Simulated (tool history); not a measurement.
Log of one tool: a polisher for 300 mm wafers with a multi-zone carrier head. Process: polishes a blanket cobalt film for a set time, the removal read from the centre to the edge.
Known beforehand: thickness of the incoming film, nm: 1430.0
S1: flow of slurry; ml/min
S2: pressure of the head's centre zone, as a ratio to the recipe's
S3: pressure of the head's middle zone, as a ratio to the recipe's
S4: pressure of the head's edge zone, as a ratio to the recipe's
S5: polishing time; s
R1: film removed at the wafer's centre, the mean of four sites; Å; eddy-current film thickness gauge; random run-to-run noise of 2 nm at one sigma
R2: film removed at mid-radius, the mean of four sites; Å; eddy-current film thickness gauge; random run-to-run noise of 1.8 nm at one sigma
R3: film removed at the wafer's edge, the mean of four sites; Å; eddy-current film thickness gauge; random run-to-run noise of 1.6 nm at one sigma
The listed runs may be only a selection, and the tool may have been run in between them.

{"run": 1, "hour": 0.0, "S1": 170, "S2": 1, "S3": 1, "S4": 1, "S5": 42, "R1": 2226.2, "R2": 2251.9, "R3": 2341.5}
{"run": 2, "hour": 8.5, "S1": 170, "S2": 1, "S3": 1, "S4": 1, "S5": 35, "R1": 1850.3, "R2": 1860.5, "R3": 1954}
{"run": 3, "hour": 16.0, "S1": 175, "S2": 0.99, "S3": 1.02, "S4": 0.99, "S5": 35, "R1": 1892.2, "R2": 1890.5, "R3": 1921.5}
{"run": 4, "hour": 20.7, "S1": 175, "S2": 0.99, "S3": 0.96, "S4": 0.99, "S5": 35, "R1": 1864.3, "R2": 1849.2, "R3": 1917.9}
{"run": 5, "hour": 24.9, "S1": 175, "S2": 0.99, "S3": 0.96, "S4": 0.99, "S5": 44, "R1": 2374.8, "R2": 2327.2, "R3": 2467.7}
{"run": 6, "hour": 32.0, "S1": 175, "S2": 0.99, "S3": 0.96, "S4": 0.99, "S5": 52, "R1": 2728, "R2": 2702.9, "R3": 2858.6}
{"run": 7, "hour": 39.9, "S1": 175, "S2": 0.96, "S3": 0.97, "S4": 0.96, "S5": 50, "R1": 2564.3, "R2": 2646.2, "R3": 2741.6}
{"run": 8, "hour": 47.0, "S1": 175, "S2": 0.95, "S3": 0.98, "S4": 0.94, "S5": 48, "R1": 2478.7, "R2": 2549.1, "R3": 2634.8}

Run 9 is up next; what results do you expect?
{"run": 9, "hour": 51.4, "S1": 180, "S2": 0.94, "S3": 1.01, "S4": 0.93, "S5": 46, "R1": "?", "R2": "?", "R3": "?"}

For run 9 the tool returned R1 2382.1 Å, R2 2525.8 Å, R3 2539.4 Å.

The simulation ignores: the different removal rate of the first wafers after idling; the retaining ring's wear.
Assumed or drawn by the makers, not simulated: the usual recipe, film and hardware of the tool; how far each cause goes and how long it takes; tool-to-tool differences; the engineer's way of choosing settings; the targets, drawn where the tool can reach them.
